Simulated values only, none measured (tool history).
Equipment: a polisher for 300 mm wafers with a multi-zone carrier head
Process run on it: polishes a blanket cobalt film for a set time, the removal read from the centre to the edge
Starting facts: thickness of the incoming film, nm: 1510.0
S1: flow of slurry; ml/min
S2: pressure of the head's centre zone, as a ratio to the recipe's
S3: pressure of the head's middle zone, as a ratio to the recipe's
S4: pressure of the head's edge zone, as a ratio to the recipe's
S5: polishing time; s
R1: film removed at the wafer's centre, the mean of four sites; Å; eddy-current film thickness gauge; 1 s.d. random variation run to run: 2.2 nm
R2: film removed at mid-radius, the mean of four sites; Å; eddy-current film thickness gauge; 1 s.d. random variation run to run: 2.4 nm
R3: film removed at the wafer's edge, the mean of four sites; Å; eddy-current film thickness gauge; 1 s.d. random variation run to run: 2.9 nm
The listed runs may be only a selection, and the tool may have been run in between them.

Run 1, day 0.000: S1 240 ml/min, S2 1.00, S3 1.00, S4 1.00, S5 88 s. Result: R1 3714.4 Å, R2 3760.6 Å, R3 3804.0 Å.
Run 2, day 0.158: S1 240 ml/min, S2 1.00, S3 1.00, S4 0.93, S5 88 s. Result: R1 3793.1 Å, R2 3709.3 Å, R3 3575.1 Å.
Run 3, day 0.329: S1 240 ml/min, S2 0.98, S3 1.01, S4 0.90, S5 81 s. Result: R1 3355.9 Å, R2 3507.3 Å, R3 3353.4 Å.
Run 4, day 0.446: S1 240 ml/min, S2 0.98, S3 0.93, S4 0.90, S5 81 s. Result: R1 3371.9 Å, R2 3264.5 Å, R3 3330.6 Å.
Run 5, day 0.812: S1 240 ml/min, S2 0.99, S3 0.96, S4 0.88, S5 75 s. Result: R1 3172.5 Å, R2 3100.4 Å, R3 3010.0 Å.
Run 6, day 1.029: S1 240 ml/min, S2 1.02, S3 0.96, S4 0.88, S5 75 s. Result: R1 3255.5 Å, R2 3145.9 Å, R3 3048.7 Å.
Run 7, day 1.342: S1 240 ml/min, S2 1.02, S3 0.98, S4 0.86, S5 70 s. Result: R1 3062.9 Å, R2 2959.7 Å, R3 2808.3 Å.
Run 8, day 1.371: S1 235 ml/min, S2 1.01, S3 1.00, S4 0.85, S5 67 s. Result: R1 2871.8 Å, R2 2903.5 Å, R3 2680.5 Å.
Run 9, day 1.604: S1 225 ml/min, S2 1.01, S3 1.01, S4 0.84, S5 65 s. Result: R1 2808.4 Å, R2 2787.6 Å, R3 2570.9 Å.
Run 10, day 1.775: S1 215 ml/min, S2 1.00, S3 1.03, S4 0.83, S5 64 s. Result: R1 2730.4 Å, R2 2775.8 Å, R3 2478.0 Å.

Expected results for the next run?
Run 11, day 2.142: S1 205 ml/min, S2 0.99, S3 1.03, S4 0.83, S5 64 s. Result: R1 ?, R2 ?, R3 ?.

R1: 2672.3 Å
R2: 2748.4 Å
R3: 2568.0 Å

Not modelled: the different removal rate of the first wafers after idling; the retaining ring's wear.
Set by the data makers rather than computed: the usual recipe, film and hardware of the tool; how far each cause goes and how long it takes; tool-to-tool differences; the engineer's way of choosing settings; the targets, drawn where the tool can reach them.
